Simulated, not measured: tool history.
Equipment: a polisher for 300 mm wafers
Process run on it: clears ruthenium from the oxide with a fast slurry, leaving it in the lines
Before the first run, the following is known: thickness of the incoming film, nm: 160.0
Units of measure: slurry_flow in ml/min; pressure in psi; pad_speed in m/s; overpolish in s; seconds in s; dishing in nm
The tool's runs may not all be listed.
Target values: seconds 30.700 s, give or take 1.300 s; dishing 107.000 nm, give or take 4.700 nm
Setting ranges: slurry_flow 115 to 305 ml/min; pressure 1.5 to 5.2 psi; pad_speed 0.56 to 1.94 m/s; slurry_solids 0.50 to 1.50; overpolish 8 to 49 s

run	day	slurry_flow	pressure	pad_speed	slurry_solids	overpolish	seconds	dishing
1	0.000	195	3.3	1.24	1.00	25	31.204	78.583
2	0.358	195	3.3	1.24	1.00	26	31.434	81.901
3	0.638	195	2.7	1.24	1.00	26	38.369	70.747
4	0.792	195	2.8	1.24	1.00	27	36.792	73.767
5	1.129	195	2.9	1.24	1.00	28	35.636	78.036
6	1.162	195	2.9	1.24	1.00	21	35.420	63.679
7	1.338	195	3.0	1.24	1.00	23	34.161	68.511
8	1.650	195	3.1	1.24	1.00	24	32.591	74.263
9	1.996	195	3.1	1.24	1.00	25	33.584	74.174
10	2.371	195	3.1	1.24	1.00	26	32.973	77.132
11	2.646	195	3.1	1.24	1.00	27	33.135	80.663
12	2.696	195	3.1	1.24	1.00	28	32.570	81.444

Exercise: of the 5 proposed moves below, exactly one satisfies all targets within the stated allowed misses. Which move is it?
A	2.746	190	3.1	1.44	0.85	40	?	?
B	2.746	180	3.3	1.34	1.05	44	?	?
C	2.746	190	3.3	1.32	1.05	37	?	?
D	2.746	185	4.0	1.10	1.10	42	?	?
E	2.746	195	3.2	1.28	1.00	23	?	?

move	seconds	dishing
A	31.339	105.180
B	28.676	115.710
C	28.914	105.330
D	28.110	114.210
E	31.312	73.842
A: meets every target
B: moves the result that the last run missed by most past its target, out the other side
C: corrects the largest miss of the last run, while another result sits out of spec
D: moves the result that the last run missed by most past its target, out the other side
E: the biggest miss grows against the last run
The move that meets every target is A.

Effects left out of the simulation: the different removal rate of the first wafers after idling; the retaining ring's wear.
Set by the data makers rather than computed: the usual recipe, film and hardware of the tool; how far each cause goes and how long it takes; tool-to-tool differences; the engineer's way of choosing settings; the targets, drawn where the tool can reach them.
